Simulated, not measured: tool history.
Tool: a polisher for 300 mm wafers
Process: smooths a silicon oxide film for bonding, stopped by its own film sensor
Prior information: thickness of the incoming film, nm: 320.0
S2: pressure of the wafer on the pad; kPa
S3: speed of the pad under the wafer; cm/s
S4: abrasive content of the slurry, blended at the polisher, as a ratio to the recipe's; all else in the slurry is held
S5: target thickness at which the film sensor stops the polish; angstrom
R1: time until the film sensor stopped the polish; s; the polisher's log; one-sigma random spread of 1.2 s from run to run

{"run": 1, "hour": 0.0, "flow of slurry (ml/min)": 315, "S2": 13.8, "S3": 100, "S4": 1.0, "S5": 2480, "R1": 91.077}
{"run": 2, "hour": 7.9, "flow of slurry (ml/min)": 315, "S2": 15.2, "S3": 102, "S4": 1.0, "S5": 2480, "R1": 83.571}
{"run": 3, "hour": 14.8, "flow of slurry (ml/min)": 315, "S2": 15.2, "S3": 102, "S4": 1.0, "S5": 2480, "R1": 77.905}
{"run": 4, "hour": 18.9, "flow of slurry (ml/min)": 315, "S2": 15.2, "S3": 102, "S4": 1.0, "S5": 2480, "R1": 82.087}
{"run": 5, "hour": 23.8, "flow of slurry (ml/min)": 315, "S2": 15.9, "S3": 104, "S4": 1.0, "S5": 2480, "R1": 76.125}
{"run": 6, "hour": 30.8, "flow of slurry (ml/min)": 315, "S2": 16.5, "S3": 104, "S4": 1.0, "S5": 2480, "R1": 74.221}
{"run": 7, "hour": 35.8, "flow of slurry (ml/min)": 315, "S2": 16.5, "S3": 104, "S4": 1.0, "S5": 2480, "R1": 72.396}
{"run": 8, "hour": 36.6, "flow of slurry (ml/min)": 315, "S2": 17.2, "S3": 104, "S4": 1.0, "S5": 2480, "R1": 70.917}
{"run": 9, "hour": 42.9, "flow of slurry (ml/min)": 315, "S2": 17.9, "S3": 104, "S4": 1.0, "S5": 2480, "R1": 68.86}

Run 10 comes next. What will it give?
{"run": 10, "hour": 51.4, "flow of slurry (ml/min)": 315, "S2": 17.9, "S3": 104, "S4": 1.0, "S5": 2480, "R1": "?"}

R1: 67.429 s
